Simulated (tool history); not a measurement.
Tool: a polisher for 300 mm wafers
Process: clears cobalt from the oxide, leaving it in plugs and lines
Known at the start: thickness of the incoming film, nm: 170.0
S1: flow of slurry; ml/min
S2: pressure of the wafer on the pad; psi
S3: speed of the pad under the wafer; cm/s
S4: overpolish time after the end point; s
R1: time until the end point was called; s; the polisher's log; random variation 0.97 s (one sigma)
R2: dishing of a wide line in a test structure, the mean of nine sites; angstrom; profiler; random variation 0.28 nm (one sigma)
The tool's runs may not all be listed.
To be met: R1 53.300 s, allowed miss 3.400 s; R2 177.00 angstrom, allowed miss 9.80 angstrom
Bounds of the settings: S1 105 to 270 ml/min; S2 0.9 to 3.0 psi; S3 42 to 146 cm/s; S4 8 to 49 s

run	hour	S1	S2	S3	S4	R1	R2
1	0.0	175	1.9	94	25	34.016	327.28
2	8.4	175	1.9	108	25	30.889	320.22
3	12.6	175	1.7	108	25	32.704	311.22
4	14.1	140	1.7	108	25	34.093	315.50
5	19.2	170	1.5	104	20	38.734	308.11
6	24.4	170	1.7	104	20	33.912	314.54
7	32.6	160	1.5	104	16	38.128	290.80
8	33.2	145	1.3	106	14	45.574	266.03
9	39.8	135	1.2	112	12	44.526	242.05
10	42.7	125	1.1	114	11	47.955	230.25
11	49.5	120	1.0	116	10	49.322	206.44

5 next moves are on the table. One of them brings every result within its allowed miss. Which?
A	56.3	110	0.9	100	10	?	?
B	56.3	110	0.9	126	8	?	?
C	56.3	135	0.9	104	9	?	?
D	56.3	145	1.1	116	8	?	?
E	56.3	105	0.9	108	11	?	?

move	R1	R2
A	65.895	175.46
B	52.947	174.58
C	61.456	171.31
D	46.303	189.93
E	61.773	193.93
A: brings the result that was furthest off to its target, and leaves another outside
B: meets every target
C: brings the result that was furthest off to its target, and leaves another outside
D: nearer than the last run, and not there yet
E: nearer than the last run, and not there yet
Move B is the one to make.

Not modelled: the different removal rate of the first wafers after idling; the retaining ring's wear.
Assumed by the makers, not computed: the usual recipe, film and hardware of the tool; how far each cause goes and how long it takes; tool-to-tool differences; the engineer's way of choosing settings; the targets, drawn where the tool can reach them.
